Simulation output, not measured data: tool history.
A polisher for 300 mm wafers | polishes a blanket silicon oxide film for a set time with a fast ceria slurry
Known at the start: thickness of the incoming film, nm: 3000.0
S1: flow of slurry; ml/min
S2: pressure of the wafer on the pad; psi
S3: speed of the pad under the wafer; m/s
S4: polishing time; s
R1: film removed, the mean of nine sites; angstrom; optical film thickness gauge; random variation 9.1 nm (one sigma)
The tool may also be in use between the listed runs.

run 1 hour=0.0 | S1=130 S2=1.7 S3=1.12 S4=92 | R1=11333.0
run 2 hour=6.7 | S1=130 S2=1.5 S3=1.12 S4=92 | R1=9886.3
run 3 hour=10.6 | S1=130 S2=1.4 S3=1.12 S4=92 | R1=9229.2
run 4 hour=13.6 | S1=130 S2=1.3 S3=1.12 S4=92 | R1=8674.1
run 5 hour=18.2 | S1=130 S2=1.2 S3=1.12 S4=92 | R1=7909.5
run 6 hour=21.7 | S1=125 S2=1.1 S3=1.12 S4=92 | R1=7245.1

Run 7 comes next. What will it give?
run 7 hour=23.0 | S1=120 S2=1.1 S3=1.12 S4=92 | R1=?

{"run 7": {"R1": 7101.5}}

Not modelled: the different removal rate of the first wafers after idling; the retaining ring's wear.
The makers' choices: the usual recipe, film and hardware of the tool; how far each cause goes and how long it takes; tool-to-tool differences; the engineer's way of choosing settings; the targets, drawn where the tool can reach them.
